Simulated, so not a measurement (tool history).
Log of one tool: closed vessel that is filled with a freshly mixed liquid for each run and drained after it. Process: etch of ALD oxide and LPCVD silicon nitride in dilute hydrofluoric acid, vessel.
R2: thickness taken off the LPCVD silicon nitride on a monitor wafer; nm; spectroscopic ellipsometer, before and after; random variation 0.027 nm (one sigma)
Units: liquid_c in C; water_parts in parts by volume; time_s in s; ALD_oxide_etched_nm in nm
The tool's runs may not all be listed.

Run 1, hour 0: liquid_c 24 C, water_parts 160 parts by volume, time_s 70 s. Result: ALD_oxide_etched_nm 4.9987 nm, R2 0.19524 nm.
Run 2, hour 3.1: liquid_c 25.5 C, water_parts 155 parts by volume, time_s 70 s. Result: ALD_oxide_etched_nm 5.4639 nm, R2 0.19528 nm.
Run 3, hour 11.3: liquid_c 26.5 C, water_parts 150 parts by volume, time_s 70 s. Result: ALD_oxide_etched_nm 5.9237 nm, R2 0.21749 nm.
Run 4, hour 17.8: liquid_c 26.5 C, water_parts 200 parts by volume, time_s 70 s. Result: ALD_oxide_etched_nm 4.1593 nm, R2 0.20919 nm.
Run 5, hour 21.3: liquid_c 26.5 C, water_parts 235 parts by volume, time_s 70 s. Result: ALD_oxide_etched_nm 3.4185 nm, R2 0.1603 nm.
Run 6, hour 25: liquid_c 27.5 C, water_parts 215 parts by volume, time_s 70 s. Result: ALD_oxide_etched_nm 3.9742 nm, R2 0.17257 nm.

Forecast run 7:
Run 7, hour 25.5: liquid_c 31.5 C, water_parts 150 parts by volume, time_s 70 s. Result: ALD_oxide_etched_nm ?, R2 ?.

ALD_oxide_etched_nm: 7.1438 nm
R2: 0.37782 nm
